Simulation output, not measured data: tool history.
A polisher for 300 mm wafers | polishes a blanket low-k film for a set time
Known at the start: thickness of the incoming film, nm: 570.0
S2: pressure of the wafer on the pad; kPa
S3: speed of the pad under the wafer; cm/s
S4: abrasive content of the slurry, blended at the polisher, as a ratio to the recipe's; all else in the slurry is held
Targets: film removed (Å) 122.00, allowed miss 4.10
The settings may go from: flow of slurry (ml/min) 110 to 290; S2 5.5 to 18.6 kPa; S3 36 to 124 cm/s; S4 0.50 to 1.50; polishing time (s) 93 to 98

run 1 hour=0.0 | flow_of_slurry_(ml/min)=185 S2=11.7 S3=80 S4=1.00 polishing_time_(s)=93 | film_removed_(Å)=245.32
run 2 hour=2.8 | flow_of_slurry_(ml/min)=180 S2=10.3 S3=76 S4=1.00 polishing_time_(s)=93 | film_removed_(Å)=210.35
run 3 hour=4.4 | flow_of_slurry_(ml/min)=215 S2=10.3 S3=76 S4=1.00 polishing_time_(s)=93 | film_removed_(Å)=209.08
run 4 hour=12.8 | flow_of_slurry_(ml/min)=215 S2=9.0 S3=76 S4=1.00 polishing_time_(s)=93 | film_removed_(Å)=185.32
run 5 hour=21.6 | flow_of_slurry_(ml/min)=215 S2=9.0 S3=76 S4=0.80 polishing_time_(s)=93 | film_removed_(Å)=167.66
run 6 hour=30.3 | flow_of_slurry_(ml/min)=235 S2=9.0 S3=76 S4=0.80 polishing_time_(s)=93 | film_removed_(Å)=168.70
run 7 hour=33.5 | flow_of_slurry_(ml/min)=235 S2=8.3 S3=76 S4=0.80 polishing_time_(s)=93 | film_removed_(Å)=155.96
run 8 hour=34.4 | flow_of_slurry_(ml/min)=235 S2=7.6 S3=76 S4=0.80 polishing_time_(s)=93 | film_removed_(Å)=142.65
run 9 hour=41.8 | flow_of_slurry_(ml/min)=235 S2=6.9 S3=76 S4=0.80 polishing_time_(s)=93 | film_removed_(Å)=130.79

5 next moves are on the table. One of them brings every result within its allowed miss. Which?
run A hour=49.2 | flow_of_slurry_(ml/min)=215 S2=7.6 S3=76 S4=0.80 polishing_time_(s)=98 | film_removed_(Å)=?
run B hour=49.2 | flow_of_slurry_(ml/min)=240 S2=5.5 S3=82 S4=0.80 polishing_time_(s)=93 | film_removed_(Å)=?
run C hour=49.2 | flow_of_slurry_(ml/min)=260 S2=7.6 S3=76 S4=0.75 polishing_time_(s)=93 | film_removed_(Å)=?
run D hour=49.2 | flow_of_slurry_(ml/min)=200 S2=9.0 S3=52 S4=0.70 polishing_time_(s)=93 | film_removed_(Å)=?
run E hour=49.2 | flow_of_slurry_(ml/min)=285 S2=6.2 S3=70 S4=0.80 polishing_time_(s)=93 | film_removed_(Å)=?

move=A film_removed_(Å)=151.53
move=B film_removed_(Å)=113.08
move=C film_removed_(Å)=141.87
move=D film_removed_(Å)=123.15
move=E film_removed_(Å)=115.62
A: further off than the last run
B: takes the result that was furthest off past its target
C: further off than the last run
D: meets every target
E: takes the result that was furthest off past its target
Move D is the one to make.

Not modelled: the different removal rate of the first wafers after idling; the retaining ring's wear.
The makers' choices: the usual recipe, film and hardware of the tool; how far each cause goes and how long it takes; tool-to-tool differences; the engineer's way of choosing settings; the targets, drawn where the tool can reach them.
